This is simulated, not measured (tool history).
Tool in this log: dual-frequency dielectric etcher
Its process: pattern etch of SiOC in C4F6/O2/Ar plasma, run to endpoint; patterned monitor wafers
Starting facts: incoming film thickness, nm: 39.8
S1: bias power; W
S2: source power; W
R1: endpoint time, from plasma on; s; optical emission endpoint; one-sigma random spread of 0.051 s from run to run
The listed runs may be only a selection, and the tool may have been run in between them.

run	day	S1	S2	R1
1	0	546	360	12.759
2	0.254	546	400	12.403
3	0.333	638	400	11.788
4	0.667	587	380	12.217
5	0.858	543	370	12.792
6	1.233	514	360	13.008
7	1.558	487	350	13.375

The next listed run, before its measurement:
8	1.654	469	350	?

{"run 8": {"R1": 13.707}}

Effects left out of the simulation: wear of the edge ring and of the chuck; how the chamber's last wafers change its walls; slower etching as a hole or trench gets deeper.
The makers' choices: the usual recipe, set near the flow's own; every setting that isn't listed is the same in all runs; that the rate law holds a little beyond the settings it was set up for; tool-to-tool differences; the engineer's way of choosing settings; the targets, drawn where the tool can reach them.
